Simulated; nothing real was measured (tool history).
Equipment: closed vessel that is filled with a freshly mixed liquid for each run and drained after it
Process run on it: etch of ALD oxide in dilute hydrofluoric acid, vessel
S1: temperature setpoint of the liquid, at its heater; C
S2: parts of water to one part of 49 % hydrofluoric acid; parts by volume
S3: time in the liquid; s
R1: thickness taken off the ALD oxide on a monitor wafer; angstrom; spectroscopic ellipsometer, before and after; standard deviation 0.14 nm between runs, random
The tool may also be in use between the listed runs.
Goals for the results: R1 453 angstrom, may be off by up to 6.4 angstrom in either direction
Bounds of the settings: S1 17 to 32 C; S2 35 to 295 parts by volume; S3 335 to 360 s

run	hour	S1	S2	S3	R1
1	0	24	165	335	290.73
2	3.6	26.5	160	335	333.78
3	6.2	28	155	335	364.56
4	10.8	28	155	360	392.19
5	12.1	26.5	155	360	369.45
6	20.2	26.5	155	360	371.87
7	22.7	28	155	360	391.39
8	27.6	29	155	360	405.14
9	33.6	30	155	360	419.16
10	37.5	30	155	360	419.79
11	39.9	30.5	155	360	428.95

Which one of the following 4 next-run settings gets every result inside its allowed miss? There is exactly one.
A	42.3	32	145	345	?
B	42.3	31.5	165	360	?
C	42.3	30	150	340	?
D	42.3	30	145	360	?

move	R1
A	469.36
B	411.62
C	413.58
D	456
A: the result that was furthest off in the last run now lies on the other side of its target
B: misses by more than the last run did
C: misses by more than the last run did
D: all results in spec
The right move is D.

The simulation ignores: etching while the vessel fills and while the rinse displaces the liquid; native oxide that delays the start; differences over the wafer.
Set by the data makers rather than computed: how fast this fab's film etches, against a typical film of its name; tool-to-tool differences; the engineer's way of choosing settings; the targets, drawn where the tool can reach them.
